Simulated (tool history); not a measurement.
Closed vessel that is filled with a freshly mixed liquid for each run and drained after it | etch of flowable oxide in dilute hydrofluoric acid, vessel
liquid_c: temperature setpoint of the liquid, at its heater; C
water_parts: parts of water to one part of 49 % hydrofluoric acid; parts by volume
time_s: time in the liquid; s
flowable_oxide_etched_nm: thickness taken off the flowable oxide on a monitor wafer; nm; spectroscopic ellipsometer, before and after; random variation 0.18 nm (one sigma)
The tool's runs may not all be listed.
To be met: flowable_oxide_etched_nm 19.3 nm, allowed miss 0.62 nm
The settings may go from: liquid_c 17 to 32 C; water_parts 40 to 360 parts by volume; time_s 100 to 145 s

run  hour  liquid_c  water_parts  time_s  flowable_oxide_etched_nm
  1     0        24          200     145                    22.399
  2     5      23.5          200     145                    22.379
  3   8.2      23.5          245     145                    17.416
  4  15.3        24          245     145                    17.928
  5  23.6        24          245     100                    12.367
  6  32.8        24          240     100                    12.386
  7  36.1        24          235     100                    12.938
  8    39        24          230     100                    13.056
  9  42.9        24          225     100                    13.795
 10  49.8        24          220     100                    13.909
 11  53.9        28          205     100                    17.414

5 next moves are on the table. One of them brings every result within its allowed miss. Which?
  A    58      24.5          175     115                         ?
  B    58        32          235     115                         ?
  C    58      25.5          215     135                         ?
  D    58        25          210     135                         ?
  E    58      26.5          235     145                         ?

move  flowable_oxide_etched_nm
   A                    21.799
   B                    19.689
   C                    20.672
   D                    20.899
   E                    20.593
A: takes the result that was furthest off past its target
B: meets every target
C: takes the result that was furthest off past its target
D: takes the result that was furthest off past its target
E: takes the result that was furthest off past its target
Answer: B
